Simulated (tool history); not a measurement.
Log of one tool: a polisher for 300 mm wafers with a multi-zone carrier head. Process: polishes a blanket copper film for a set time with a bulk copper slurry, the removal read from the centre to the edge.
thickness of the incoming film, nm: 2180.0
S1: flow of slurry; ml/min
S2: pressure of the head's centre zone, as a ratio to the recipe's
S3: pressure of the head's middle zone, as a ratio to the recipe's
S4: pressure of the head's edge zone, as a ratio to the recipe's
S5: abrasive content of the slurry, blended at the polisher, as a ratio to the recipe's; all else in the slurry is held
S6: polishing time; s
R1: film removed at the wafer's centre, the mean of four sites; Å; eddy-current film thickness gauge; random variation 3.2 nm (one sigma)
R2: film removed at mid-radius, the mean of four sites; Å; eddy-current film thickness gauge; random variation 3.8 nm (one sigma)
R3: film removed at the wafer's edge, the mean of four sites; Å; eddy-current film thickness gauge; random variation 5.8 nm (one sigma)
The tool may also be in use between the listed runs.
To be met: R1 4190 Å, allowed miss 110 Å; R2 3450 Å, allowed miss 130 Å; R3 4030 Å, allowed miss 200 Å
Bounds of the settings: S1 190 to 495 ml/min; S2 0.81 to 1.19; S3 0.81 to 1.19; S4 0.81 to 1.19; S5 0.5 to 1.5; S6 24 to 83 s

run	day	S1	S2	S3	S4	S5	S6	R1	R2	R3
1	0	320	1	1	1	1	53	4975.2	4872.7	5029.5
2	0.138	315	1	0.95	0.98	0.85	52	4660.9	4441	4724
3	0.467	310	1.01	0.91	0.97	0.75	51	4443.4	4055.8	4406.9
4	0.617	305	1.02	0.88	0.97	0.7	51	4394.2	4018.5	4351.2
5	0.917	305	1.02	0.88	0.97	0.7	60	5192.3	4541.7	5068.3
6	1.271	305	1.02	0.84	0.97	0.7	60	5163.7	4448.6	5050.8
7	1.583	300	1.04	0.83	0.98	0.65	57	5019.3	4169.4	4883.2
8	1.712	290	1.03	0.81	0.91	0.5	48	3853.3	3196	3660.5
9	1.738	300	1.04	0.82	0.94	0.5	48	3964.3	3203.8	3766
10	1.85	305	1.04	0.84	0.96	0.5	48	3894.6	3344.5	3779.2
11	1.904	305	1.05	0.84	0.98	0.5	48	3959.8	3283.9	3911.5
12	2.25	310	1.06	0.85	0.98	0.5	48	3985.3	3380.1	3893.4
13	2.412	310	1.07	0.85	0.99	0.5	48	4102.3	3301	3859.5
14	2.504	310	1.07	0.86	1	0.5	48	4031	3443.8	3810.6
15	2.804	315	1.07	0.85	1.01	0.5	48	4068.4	3354.7	3918.7
16	3.154	315	1.07	0.85	1.02	0.5	48	4099.8	3374.1	3829.5

Which of these 4 next moves meets every target?
A	3.504	390	1.18	0.98	0.97	0.75	40	?	?	?
B	3.504	375	1.09	0.87	1.1	0.55	47	?	?	?
C	3.504	305	1.15	0.82	1.01	0.5	46	?	?	?
D	3.504	385	1.13	0.84	1.04	0.65	46	?	?	?

move	R1	R2	R3
A	4183.1	3391.6	3528.9
B	4210.3	3415.9	4042.5
C	4200.5	3109.8	3716.9
D	4448	3400.4	4031.5
A: further off than the last run
B: meets every target
C: further off than the last run
D: brings the result that was furthest off to its target, and leaves another outside
Move B is the one to make.

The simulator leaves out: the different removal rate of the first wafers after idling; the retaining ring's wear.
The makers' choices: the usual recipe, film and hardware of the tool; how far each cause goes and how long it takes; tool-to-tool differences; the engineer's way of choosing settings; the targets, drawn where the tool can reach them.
